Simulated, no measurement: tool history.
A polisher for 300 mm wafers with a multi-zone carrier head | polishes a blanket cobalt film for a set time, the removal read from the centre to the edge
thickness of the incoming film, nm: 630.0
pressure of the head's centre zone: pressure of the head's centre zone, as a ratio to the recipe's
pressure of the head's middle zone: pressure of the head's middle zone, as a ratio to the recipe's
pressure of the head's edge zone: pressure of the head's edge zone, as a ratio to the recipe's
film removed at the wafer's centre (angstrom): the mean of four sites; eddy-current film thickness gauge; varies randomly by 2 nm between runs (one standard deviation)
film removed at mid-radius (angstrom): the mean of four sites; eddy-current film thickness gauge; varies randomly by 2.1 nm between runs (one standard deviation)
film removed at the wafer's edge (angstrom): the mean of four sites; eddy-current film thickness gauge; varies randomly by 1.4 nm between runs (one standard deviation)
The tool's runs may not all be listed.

run  hour  flow of slurry (ml/min)  pressure of the head's centre zone  pressure of the head's middle zone  pressure of the head's edge zone  polishing time (s)  film removed at the wafer's centre (angstrom)  film removed at mid-radius (angstrom)  film removed at the wafer's edge (angstrom)
  1     0                      135                                   1                                   1                                 1                  33                                         1929.9                                 1911.1                                         1901
  2   7.6                      135                                0.92                                   1                                 1                  33                                         1839.7                                 1987.3                                       1831.3
  3  14.3                      135                                0.92                                   1                                 1                  30                                         1625.9                                 1761.3                                         1703
  4    18                      115                                0.92                                   1                                 1                  30                                         1593.3                                 1718.8                                       1668.9
  5  23.4                      115                                0.93                                   1                              0.98                  29                                           1548                                 1691.9                                       1581.9
  6    32                      115                                0.84                                   1                              0.98                  29                                         1396.4                                   1667                                       1617.3

Run 7 comes next. What will it give?
  7  35.7                      115                                0.85                                0.99                              0.97                  29                                              ?                                      ?                                            ?

{"run 7": {"film removed at the wafer's centre (angstrom)": 1410.2, "film removed at mid-radius (angstrom)": 1669.1, "film removed at the wafer's edge (angstrom)": 1587.1}}

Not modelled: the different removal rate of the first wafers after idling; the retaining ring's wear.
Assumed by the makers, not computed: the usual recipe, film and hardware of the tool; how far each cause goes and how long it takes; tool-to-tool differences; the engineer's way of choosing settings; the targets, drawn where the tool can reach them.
